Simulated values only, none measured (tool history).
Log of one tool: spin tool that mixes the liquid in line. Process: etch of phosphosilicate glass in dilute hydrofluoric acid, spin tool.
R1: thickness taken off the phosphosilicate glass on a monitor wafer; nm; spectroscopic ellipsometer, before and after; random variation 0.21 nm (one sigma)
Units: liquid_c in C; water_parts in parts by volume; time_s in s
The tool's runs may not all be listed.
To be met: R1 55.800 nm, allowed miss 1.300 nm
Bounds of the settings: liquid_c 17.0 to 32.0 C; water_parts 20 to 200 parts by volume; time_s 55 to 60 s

Run 1, hour 0.0: liquid_c 24.0 C, water_parts 110 parts by volume, time_s 55 s. Result: R1 38.059 nm.
Run 2, hour 6.1: liquid_c 24.0 C, water_parts 110 parts by volume, time_s 60 s. Result: R1 41.753 nm.
Run 3, hour 13.2: liquid_c 24.0 C, water_parts 110 parts by volume, time_s 60 s. Result: R1 41.251 nm.
Run 4, hour 14.8: liquid_c 24.0 C, water_parts 110 parts by volume, time_s 55 s. Result: R1 38.025 nm.
Run 5, hour 17.2: liquid_c 24.0 C, water_parts 110 parts by volume, time_s 55 s. Result: R1 38.119 nm.
Run 6, hour 20.2: liquid_c 24.0 C, water_parts 110 parts by volume, time_s 60 s. Result: R1 41.207 nm.
Run 7, hour 26.9: liquid_c 26.0 C, water_parts 110 parts by volume, time_s 60 s. Result: R1 45.131 nm.
Run 8, hour 31.6: liquid_c 27.5 C, water_parts 110 parts by volume, time_s 60 s. Result: R1 47.640 nm.
Run 9, hour 32.3: liquid_c 28.5 C, water_parts 110 parts by volume, time_s 60 s. Result: R1 49.596 nm.

4 next moves are on the table. One of them brings every result within its allowed miss. Which?
Run A, hour 33.0: liquid_c 28.0 C, water_parts 115 parts by volume, time_s 55 s. Result: R1 ?.
Run B, hour 33.0: liquid_c 25.0 C, water_parts 95 parts by volume, time_s 55 s. Result: R1 ?.
Run C, hour 33.0: liquid_c 31.5 C, water_parts 110 parts by volume, time_s 60 s. Result: R1 ?.
Run D, hour 33.0: liquid_c 27.5 C, water_parts 105 parts by volume, time_s 60 s. Result: R1 ?.

move      R1
   A  42.088
   B  46.570
   C  55.051
   D  49.997
A: further off than the last run
B: further off than the last run
C: meets every target
D: nearer than the last run, and not there yet
Move C is the one to make.
